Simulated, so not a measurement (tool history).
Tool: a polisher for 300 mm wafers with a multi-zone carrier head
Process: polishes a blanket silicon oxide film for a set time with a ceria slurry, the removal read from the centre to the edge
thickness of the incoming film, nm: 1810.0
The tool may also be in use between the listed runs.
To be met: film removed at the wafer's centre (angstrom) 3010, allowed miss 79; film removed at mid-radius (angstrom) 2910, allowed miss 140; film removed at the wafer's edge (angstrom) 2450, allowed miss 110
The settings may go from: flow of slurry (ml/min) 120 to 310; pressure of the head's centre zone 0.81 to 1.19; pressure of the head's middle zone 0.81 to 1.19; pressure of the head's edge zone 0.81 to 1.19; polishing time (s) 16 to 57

run,hour,flow of slurry (ml/min),pressure of the head's centre zone,pressure of the head's middle zone,pressure of the head's edge zone,polishing time (s),film removed at the wafer's centre (angstrom),film removed at mid-radius (angstrom),film removed at the wafer's edge (angstrom)
1,0,200,1,1,1,36,1844,1821.2,1817.5
2,4.1,220,1.05,1.06,1.01,39,2097.8,2070.5,1999.1
3,12.7,220,1.05,1.06,0.94,39,2099.9,2091.4,1933.5
4,19,230,1.09,1.1,0.93,42,2359,2280.3,2106.3
5,20.9,230,1.09,1.1,0.99,42,2337.7,2307.6,2121.1
6,28.7,240,1.12,1.13,0.98,44,2561.3,2526.8,2226.4
7,35.6,240,1.12,1.13,0.98,44,2537.3,2481.5,2301.4
8,42.8,250,1.14,1.15,0.93,45,2650.1,2568.8,2239.1
9,45.5,255,1.15,1.16,0.93,46,2760.9,2660.2,2229.7
10,48.8,255,1.16,1.17,0.95,47,2813.2,2751.9,2428.3
11,50.2,265,1.17,1.18,0.94,47,2882.8,2797.8,2395.7

Which of these 4 next moves meets every target?
A,51.6,230,1.19,1.11,0.81,53,?,?,?
B,51.6,295,1.19,1.19,0.95,48,?,?,?
C,51.6,305,1.19,1.16,0.88,50,?,?,?
D,51.6,265,1.17,1.17,0.99,46,?,?,?

move,film removed at the wafer's centre (angstrom),film removed at mid-radius (angstrom),film removed at the wafer's edge (angstrom)
A,3228.9,2913,2483
B,2992.1,2853,2451.2
C,3125,2916.4,2470.4
D,2792.1,2672.8,2381.1
A: takes the result that was furthest off past its target
B: meets every target
C: takes the result that was furthest off past its target
D: further off than the last run
The right move is B.
